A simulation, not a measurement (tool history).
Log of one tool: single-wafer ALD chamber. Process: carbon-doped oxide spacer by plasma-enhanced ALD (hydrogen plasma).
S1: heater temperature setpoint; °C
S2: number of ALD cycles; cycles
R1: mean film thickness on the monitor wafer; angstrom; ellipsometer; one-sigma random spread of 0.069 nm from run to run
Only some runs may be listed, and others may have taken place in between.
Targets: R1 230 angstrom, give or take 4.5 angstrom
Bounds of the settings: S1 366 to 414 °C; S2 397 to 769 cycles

run,day,S1,S2,R1
1,0,390,583,293.39
2,0.167,390,640,323.83
3,0.275,390,581,294.13
4,0.371,381,581,293.95
# day 0.7: thermocouple changed; heater temperature recalibrated
5,0.7,381,546,276.23
6,0.9,381,520,261.95
7,1.158,381,503,254.13
8,1.388,381,490,247.46
9,1.462,381,481,241.8
10,1.671,381,481,242.71
11,1.767,381,474,240.12
12,2.042,381,444,225.13

Consider the 4 candidate settings below. Which is the only one whose results all fall within their allowed miss of target?
A,2.317,381,454,?
B,2.317,381,425,?
C,2.317,393,432,?
D,2.317,366,484,?

move,R1
A,229.97
B,215.28
C,218.83
D,245.17
A: every result within its allowed miss
B: lands further from the targets than the last run did
C: lands further from the targets than the last run did
D: moves the result that the last run missed by most past its target, out the other side
The right move is A.
